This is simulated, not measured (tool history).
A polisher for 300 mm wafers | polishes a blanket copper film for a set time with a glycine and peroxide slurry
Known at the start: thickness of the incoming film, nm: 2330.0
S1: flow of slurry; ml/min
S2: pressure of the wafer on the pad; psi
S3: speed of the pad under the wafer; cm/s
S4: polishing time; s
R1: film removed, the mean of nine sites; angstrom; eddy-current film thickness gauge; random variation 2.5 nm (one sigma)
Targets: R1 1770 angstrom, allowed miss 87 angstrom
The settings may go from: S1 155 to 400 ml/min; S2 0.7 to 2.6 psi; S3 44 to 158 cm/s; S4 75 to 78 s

run  hour   S1   S2   S3  S4      R1
  1     0  255  1.6  100  75  2243.8
  2   8.1  255  1.5   98  75  2085.9
  3  14.5  290  1.5   98  75    2092
  4  15.6  245  1.5   98  75  2064.7
  5  23.6  245  1.8   98  75  2403.6
  6  27.2  245  1.8   98  78  2451.8
  7  32.1  245  1.3   92  78  1910.9
  8  33.4  245  1.1   90  78  1667.3

Which of these 5 next moves meets every target?
  A  34.7  245  1.1  78  78   ?
  B  34.7  315  0.9  98  75   ?
  C  34.7  315  1.2  74  75   ?
  D  34.7  260  1.2  94  77   ?
  E  34.7  265  1.1  84  75   ?

move      R1
   A  1526.9
   B    1532
   C  1538.2
   D  1800.3
   E  1548.9
A: further off than the last run
B: further off than the last run
C: further off than the last run
D: meets every target
E: further off than the last run
The right move is D.
